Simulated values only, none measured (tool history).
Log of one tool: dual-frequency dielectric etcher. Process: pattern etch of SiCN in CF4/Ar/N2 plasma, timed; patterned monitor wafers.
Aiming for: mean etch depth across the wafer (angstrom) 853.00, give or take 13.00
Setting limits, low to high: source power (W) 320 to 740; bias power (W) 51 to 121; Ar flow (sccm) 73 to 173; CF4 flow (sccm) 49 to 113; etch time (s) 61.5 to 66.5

run,hour,source power (W),bias power (W),Ar flow (sccm),CF4 flow (sccm),etch time (s),mean etch depth across the wafer (angstrom)
1,0.0,530,86,123,81,66.5,688.70
2,5.2,530,86,102,81,66.5,700.41
3,13.2,490,86,102,81,66.5,650.35
4,16.8,490,86,87,81,66.5,658.28
5,23.3,510,86,87,81,66.5,684.09
6,27.5,420,86,87,81,66.5,566.61
7,30.0,450,86,87,81,66.5,603.46
8,31.9,550,88,87,81,66.5,750.07

Consider the 4 candidate settings below. Which is the only one whose results all fall within their allowed miss of target?
A,33.8,440,89,73,99,66.5,?
B,33.8,600,107,73,76,63.0,?
C,33.8,590,109,95,77,64.5,?
D,33.8,590,121,73,78,64.0,?

move,mean etch depth across the wafer (angstrom)
A,614.29
B,819.99
C,812.48
D,853.55
A: its largest miss is bigger than the last run's
B: better than the last run, though not everything is in spec
C: better than the last run, though not everything is in spec
D: hits every target within its allowed miss
Correct choice: D, which meets every target
